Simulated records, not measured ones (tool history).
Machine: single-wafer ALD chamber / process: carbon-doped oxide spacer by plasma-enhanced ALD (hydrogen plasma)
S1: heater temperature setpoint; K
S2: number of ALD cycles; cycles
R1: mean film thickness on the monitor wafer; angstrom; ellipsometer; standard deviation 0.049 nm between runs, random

{"run": 1, "hour": 0.0, "S1": 673.15, "S2": 550, "R1": 290.99}
{"run": 2, "hour": 4.1, "S1": 673.15, "S2": 532, "R1": 282.99}
{"run": 3, "hour": 6.5, "S1": 682.15, "S2": 532, "R1": 275.02}
{"run": 4, "hour": 10.4, "S1": 683.15, "S2": 520, "R1": 268.27}
{"run": 5, "hour": 15.9, "S1": 684.15, "S2": 510, "R1": 263.22}
{"run": 6, "hour": 19.0, "S1": 690.15, "S2": 510, "R1": 259.01}

What does the tool deliver on the next run?
{"run": 7, "hour": 21.2, "S1": 693.15, "S2": 458, "R1": "?"}

{"run 7": {"R1": 230.03}}
